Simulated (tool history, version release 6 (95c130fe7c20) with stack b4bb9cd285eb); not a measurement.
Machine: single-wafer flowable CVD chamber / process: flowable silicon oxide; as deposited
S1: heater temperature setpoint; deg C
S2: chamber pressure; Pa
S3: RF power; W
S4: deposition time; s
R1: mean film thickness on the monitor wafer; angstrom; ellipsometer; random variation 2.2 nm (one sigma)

run  hour   S1    S2    S3   S4      R1
  1   0.0  100  95.9  2255  772  4485.9
  2   8.1  100  95.9  2255  736  4273.0
  3  12.2  107  95.9  2255  736  3291.6
  4  14.2  103  95.9  2255  736  3801.3
  5  17.3  113  95.9  2255  736  2624.6
  6  25.2  108  96.0  2255  736  3161.2
  7  33.5  104  96.1  2255  736  3671.2
  8  36.5  101  96.3  2255  736  4124.2

Run 9 has not been measured yet. What should we expect?
  9  39.9  99  96.4  2255  736   ?

{"run 9": {"R1": 4445.4}}
